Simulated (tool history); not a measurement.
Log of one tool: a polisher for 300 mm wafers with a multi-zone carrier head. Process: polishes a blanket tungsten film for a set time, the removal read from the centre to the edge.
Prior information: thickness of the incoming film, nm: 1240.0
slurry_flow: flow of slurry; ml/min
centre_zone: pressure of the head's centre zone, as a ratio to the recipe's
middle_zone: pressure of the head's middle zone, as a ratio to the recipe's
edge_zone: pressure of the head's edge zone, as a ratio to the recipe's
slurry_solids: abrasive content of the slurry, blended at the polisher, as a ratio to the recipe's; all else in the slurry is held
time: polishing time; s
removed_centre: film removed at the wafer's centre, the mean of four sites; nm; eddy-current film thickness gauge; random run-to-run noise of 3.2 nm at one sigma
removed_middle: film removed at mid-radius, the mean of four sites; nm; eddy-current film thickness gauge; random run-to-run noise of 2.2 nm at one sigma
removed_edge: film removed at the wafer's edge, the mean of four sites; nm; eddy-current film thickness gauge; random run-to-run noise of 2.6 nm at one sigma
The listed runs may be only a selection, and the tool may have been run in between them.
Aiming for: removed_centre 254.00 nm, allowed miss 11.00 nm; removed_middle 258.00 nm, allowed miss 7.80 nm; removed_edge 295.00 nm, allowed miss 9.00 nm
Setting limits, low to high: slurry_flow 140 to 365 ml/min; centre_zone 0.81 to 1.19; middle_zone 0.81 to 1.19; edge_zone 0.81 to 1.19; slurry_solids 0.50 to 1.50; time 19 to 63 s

run,hour,slurry_flow,centre_zone,middle_zone,edge_zone,slurry_solids,time,removed_centre,removed_middle,removed_edge
1,0.0,235,1.00,1.00,1.00,1.00,41,218.20,216.73,219.31
2,7.5,235,1.00,1.00,1.00,1.00,47,252.49,251.23,250.01
3,15.7,285,1.00,1.00,1.00,1.00,47,247.76,253.62,251.49
4,18.0,285,1.08,1.00,1.00,1.00,47,278.52,254.97,253.01
5,21.4,285,1.07,0.99,1.02,1.00,47,280.74,255.49,258.00
6,27.5,285,1.07,0.99,0.95,1.00,47,278.90,253.76,248.08
7,28.7,285,1.06,0.98,0.97,1.05,47,275.96,251.87,254.14
8,32.2,285,1.05,0.98,0.99,1.10,47,276.81,257.81,261.30
9,41.2,285,1.04,0.98,1.01,1.10,47,272.73,262.66,263.74
10,42.6,270,0.95,0.88,1.11,1.25,47,260.20,244.83,284.19
# hour 45.3: slurry nozzle cleaned
11,45.3,270,0.95,0.88,1.12,1.25,47,264.38,248.26,290.55

Which of these 5 next moves meets every target?
A,48.0,230,0.91,0.89,1.17,1.10,48,?,?,?
B,48.0,270,1.03,0.85,1.13,1.20,48,?,?,?
C,48.0,250,0.91,0.82,1.15,1.25,47,?,?,?
D,48.0,270,0.88,0.87,1.06,1.15,50,?,?,?
E,48.0,245,1.00,0.86,1.13,1.35,45,?,?,?

move,removed_centre,removed_middle,removed_edge
A,240.76,246.90,288.81
B,283.77,246.86,293.90
C,246.24,236.02,292.41
D,249.26,259.23,292.82
E,264.49,239.56,282.97
A: misses by more than the last run did
B: misses by more than the last run did
C: misses by more than the last run did
D: meets every target
E: misses by more than the last run did
D meets every target.
